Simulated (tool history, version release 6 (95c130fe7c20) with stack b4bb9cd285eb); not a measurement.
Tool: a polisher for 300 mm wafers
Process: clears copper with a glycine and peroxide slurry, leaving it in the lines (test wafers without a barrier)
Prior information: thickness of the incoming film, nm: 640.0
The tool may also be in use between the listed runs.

run	hour	flow of slurry (ml/min)	pressure of the wafer on the pad (psi)	speed of the pad under the wafer (cm/s)	overpolish time after the end point (s)	time until the end point was called (s)	dishing of a wide line in a test structure (Å)
1	0.0	210	2.3	106	28	121.25	921.85
2	4.1	205	2.5	106	32	115.42	1079.90
3	9.7	205	2.6	106	34	110.93	1133.60
4	10.7	205	2.6	106	42	111.42	1305.40
5	18.8	210	2.7	106	43	106.33	1359.50
6	22.8	210	2.7	106	44	105.34	1384.00
7	29.0	220	2.8	106	47	103.78	1418.60

Run 8, settings as shown, results not yet in. Your forecast:
8	36.4	215	2.8	106	47	?	?

{"run 8": {"time until the end point was called (s)": 102.78, "dishing of a wide line in a test structure (Å)": 1432.1}}

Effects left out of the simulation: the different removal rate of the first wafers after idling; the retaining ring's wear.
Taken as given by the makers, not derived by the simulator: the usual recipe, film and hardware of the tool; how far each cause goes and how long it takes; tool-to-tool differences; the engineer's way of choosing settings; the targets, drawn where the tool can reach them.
